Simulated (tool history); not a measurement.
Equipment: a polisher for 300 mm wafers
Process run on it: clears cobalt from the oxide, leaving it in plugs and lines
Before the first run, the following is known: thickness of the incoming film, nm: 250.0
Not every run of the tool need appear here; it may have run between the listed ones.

run,day,flow of slurry (ml/min),pressure of the wafer on the pad (kPa),speed of the pad under the wafer (m/s),overpolish time after the end point (s),time until the end point was called (s),dishing of a wide line in a test structure (Å)
1,0,150,9.7,1.28,26,52.374,396.88
2,0.088,140,9,1.26,21,56.612,372.56
3,0.2,125,7.6,1.32,17,67.892,334.09
4,0.371,125,7.6,1.32,10,66.569,252.7
5,0.529,125,7.6,1.32,11,63.993,265.54
6,0.817,125,7.6,1.44,11,60.051,280.15
7,1.067,125,6.9,1.44,11,66.046,266.97
8,1.175,125,6.9,1.44,12,67.475,283.73

What does the tool deliver on the next run?
9,1.304,125,6.9,1.42,12,?,?

{"run 9": {"time until the end point was called (s)": 66.362, "dishing of a wide line in a test structure (Å)": 278.27}}
